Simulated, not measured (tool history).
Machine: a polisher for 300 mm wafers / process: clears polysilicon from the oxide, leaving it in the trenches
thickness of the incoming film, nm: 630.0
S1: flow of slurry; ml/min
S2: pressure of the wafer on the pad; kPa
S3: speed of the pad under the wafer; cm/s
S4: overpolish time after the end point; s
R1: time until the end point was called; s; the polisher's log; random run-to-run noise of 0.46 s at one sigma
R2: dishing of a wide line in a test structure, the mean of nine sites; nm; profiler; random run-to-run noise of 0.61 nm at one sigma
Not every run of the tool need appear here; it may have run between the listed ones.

run 1 hour=0.0 | S1=315 S2=15.9 S3=86 S4=23 | R1=52.749 R2=52.331
run 2 hour=2.3 | S1=315 S2=16.5 S3=86 S4=19 | R1=51.142 R2=52.329
run 3 hour=6.6 | S1=315 S2=16.5 S3=66 S4=19 | R1=63.978 R2=51.695
run 4 hour=11.9 | S1=315 S2=17.9 S3=68 S4=16 | R1=58.815 R2=50.232
run 5 hour=18.5 | S1=315 S2=19.3 S3=68 S4=16 | R1=54.679 R2=52.147
run 6 hour=25.0 | S1=320 S2=20.0 S3=72 S4=14 | R1=49.652 R2=50.814

Predict the results of run 7:
run 7 hour=28.0 | S1=325 S2=20.7 S3=72 S4=12 | R1=? R2=?

R1: 47.544 s
R2: 49.363 nm

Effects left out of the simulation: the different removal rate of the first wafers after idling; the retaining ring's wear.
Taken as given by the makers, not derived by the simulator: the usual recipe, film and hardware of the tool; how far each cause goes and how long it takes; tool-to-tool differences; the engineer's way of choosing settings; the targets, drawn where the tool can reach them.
